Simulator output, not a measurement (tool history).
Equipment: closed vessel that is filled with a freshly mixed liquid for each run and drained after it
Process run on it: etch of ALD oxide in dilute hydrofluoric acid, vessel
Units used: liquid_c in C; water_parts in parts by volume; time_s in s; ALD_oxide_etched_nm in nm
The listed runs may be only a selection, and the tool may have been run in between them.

run  hour  liquid_c  water_parts  time_s  ALD_oxide_etched_nm
  1     0        25          125     165               15.802
  2   4.3        26          115     165               18.621
  3  11.4        23          115     165               16.026
  4  14.1        24          110     165               17.843
  5  17.8        25          105     165               19.364
  6  21.6        25           70     165               30.404
  7  28.2      25.5           70     165               30.825
  8  28.8        26           70     165               30.975
  9  33.2      26.5           70     165               31.806
 10  37.6      26.5           70     165               32.387

Forecast run 11:
 11  40.3      30.5           65     165                    ?

ALD_oxide_etched_nm: 41.283 nm
